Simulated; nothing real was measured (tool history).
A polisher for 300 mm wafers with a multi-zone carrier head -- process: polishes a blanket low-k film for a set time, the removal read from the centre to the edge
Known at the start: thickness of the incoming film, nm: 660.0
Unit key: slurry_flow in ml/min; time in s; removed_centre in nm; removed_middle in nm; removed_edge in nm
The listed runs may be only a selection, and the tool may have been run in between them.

run,hour,slurry_flow,centre_zone,middle_zone,edge_zone,slurry_solids,time,removed_centre,removed_middle,removed_edge
1,0.0,280,1.00,1.00,1.00,1.00,56,14.3840,14.1540,14.3910
2,0.9,280,1.00,1.00,1.00,0.85,56,13.0450,12.7730,12.9040
3,3.3,280,1.00,1.00,1.00,0.85,65,14.9520,14.9810,14.9600
4,8.8,255,1.00,1.00,1.00,0.85,65,15.0620,14.7710,14.9140
5,10.9,255,1.00,1.00,1.00,0.85,76,17.6100,17.0100,17.2590
6,16.4,245,0.98,0.97,0.96,0.75,71,14.3690,14.2530,14.4280
7,18.4,235,0.97,0.94,0.92,0.65,71,12.4670,11.9180,12.2240
8,19.6,230,0.95,0.92,0.89,0.65,71,12.0990,12.0080,12.1760
9,22.3,220,0.95,0.90,0.87,0.65,71,12.1300,11.7080,11.8740
10,25.1,195,0.87,0.83,0.81,0.50,70,7.9502,7.8152,8.4061
11,30.8,250,0.89,0.85,0.82,0.50,70,8.4708,8.3569,8.7628
12,35.7,250,0.91,0.88,0.85,0.50,69,8.5401,8.3277,8.6140
13,37.0,320,0.95,0.98,0.95,0.75,69,13.8770,14.2570,14.2480

Forecast run 14:
14,38.4,285,0.94,0.94,0.91,0.75,69,?,?,?

removed_centre: 13.6810 nm
removed_middle: 13.5530 nm
removed_edge: 13.8480 nm
